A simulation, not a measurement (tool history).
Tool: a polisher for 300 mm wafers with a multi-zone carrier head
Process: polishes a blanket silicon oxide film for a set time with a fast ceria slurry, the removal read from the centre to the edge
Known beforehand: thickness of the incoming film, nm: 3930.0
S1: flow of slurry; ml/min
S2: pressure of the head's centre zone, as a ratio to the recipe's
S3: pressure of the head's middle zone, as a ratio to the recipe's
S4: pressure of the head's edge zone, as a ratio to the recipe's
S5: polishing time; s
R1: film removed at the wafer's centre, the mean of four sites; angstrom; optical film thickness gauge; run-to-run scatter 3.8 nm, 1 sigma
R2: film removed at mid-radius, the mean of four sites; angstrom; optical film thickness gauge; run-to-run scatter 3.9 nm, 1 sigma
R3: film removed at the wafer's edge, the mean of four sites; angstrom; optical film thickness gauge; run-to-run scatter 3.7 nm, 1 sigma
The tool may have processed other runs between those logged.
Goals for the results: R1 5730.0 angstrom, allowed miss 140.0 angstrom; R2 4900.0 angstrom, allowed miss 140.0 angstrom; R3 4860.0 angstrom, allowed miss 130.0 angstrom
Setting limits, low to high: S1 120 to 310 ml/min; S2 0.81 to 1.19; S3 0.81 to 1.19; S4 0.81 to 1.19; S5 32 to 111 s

run 1 hour=0.0 | S1=200 S2=1.00 S3=1.00 S4=1.00 S5=71 | R1=5575.6 R2=5512.3 R3=5468.7
run 2 hour=2.4 | S1=200 S2=1.00 S3=1.00 S4=0.92 S5=71 | R1=5521.2 R2=5655.8 R3=5271.7
run 3 hour=10.5 | S1=200 S2=1.00 S3=1.00 S4=0.92 S5=87 | R1=6852.8 R2=6842.5 R3=6471.5
run 4 hour=12.8 | S1=195 S2=1.01 S3=0.98 S4=0.91 S5=85 | R1=6655.1 R2=6558.8 R3=6237.1
run 5 hour=15.9 | S1=195 S2=1.01 S3=0.98 S4=0.85 S5=85 | R1=6719.5 R2=6530.1 R3=6026.6
run 6 hour=19.2 | S1=195 S2=1.01 S3=0.92 S4=0.85 S5=85 | R1=6708.5 R2=6138.1 R3=6061.8
run 7 hour=25.1 | S1=190 S2=1.02 S3=0.92 S4=0.84 S5=83 | R1=6550.3 R2=6057.1 R3=5850.7
run 8 hour=34.1 | S1=190 S2=1.03 S3=0.91 S4=0.84 S5=81 | R1=6546.2 R2=5777.1 R3=5696.8
run 9 hour=40.4 | S1=185 S2=1.03 S3=0.91 S4=0.84 S5=80 | R1=6398.4 R2=5738.0 R3=5654.0
run 10 hour=44.0 | S1=190 S2=1.03 S3=0.91 S4=0.84 S5=78 | R1=6263.9 R2=5619.8 R3=5557.9
run 11 hour=46.6 | S1=185 S2=1.04 S3=0.91 S4=0.84 S5=77 | R1=6216.6 R2=5536.7 R3=5414.2
run 12 hour=50.4 | S1=180 S2=1.04 S3=0.90 S4=0.84 S5=76 | R1=6037.2 R2=5317.6 R3=5304.4
run 13 hour=52.5 | S1=175 S2=1.04 S3=0.90 S4=0.84 S5=76 | R1=6089.0 R2=5379.9 R3=5353.0
run 14 hour=59.3 | S1=175 S2=1.04 S3=0.90 S4=0.84 S5=76 | R1=6052.6 R2=5282.8 R3=5254.9
run 15 hour=60.1 | S1=170 S2=1.04 S3=0.90 S4=0.84 S5=76 | R1=6047.7 R2=5249.4 R3=5327.6
run 16 hour=61.1 | S1=170 S2=1.04 S3=0.90 S4=0.84 S5=75 | R1=5903.7 R2=5272.7 R3=5135.5
run 17 hour=68.3 | S1=165 S2=1.04 S3=0.89 S4=0.84 S5=75 | R1=5933.3 R2=5225.7 R3=5170.7
run 18 hour=73.6 | S1=165 S2=1.04 S3=0.89 S4=0.84 S5=75 | R1=5901.9 R2=5187.3 R3=5103.1
run 19 hour=77.7 | S1=160 S2=1.04 S3=0.88 S4=0.84 S5=75 | R1=5879.3 R2=5117.5 R3=5171.8
run 20 hour=84.3 | S1=155 S2=1.04 S3=0.88 S4=0.84 S5=75 | R1=5842.4 R2=5083.8 R3=5154.9
run 21 hour=92.0 | S1=150 S2=1.04 S3=0.88 S4=0.84 S5=75 | R1=5744.5 R2=5064.0 R3=5145.3

Exactly one of the 4 candidate moves below puts every result within its allowed miss. Which one?
run A hour=99.7 | S1=150 S2=1.16 S3=1.07 S4=0.98 S5=66 | R1=? R2=? R3=?
run B hour=99.7 | S1=145 S2=1.05 S3=0.99 S4=0.82 S5=76 | R1=? R2=? R3=?
run C hour=99.7 | S1=135 S2=1.12 S3=0.95 S4=0.89 S5=71 | R1=? R2=? R3=?
run D hour=99.7 | S1=125 S2=1.02 S3=0.90 S4=0.81 S5=80 | R1=? R2=? R3=?

move=A R1=5662.4 R2=5150.8 R3=4785.5
move=B R1=5843.2 R2=5519.2 R3=5055.7
move=C R1=5709.7 R2=4894.2 R3=4841.7
move=D R1=5717.2 R2=5170.4 R3=5158.9
A: the worst result of the last run now meets its target, but another is out of spec
B: its largest miss is bigger than the last run's
C: in spec on every target
D: as far off as the last run
C meets every target.
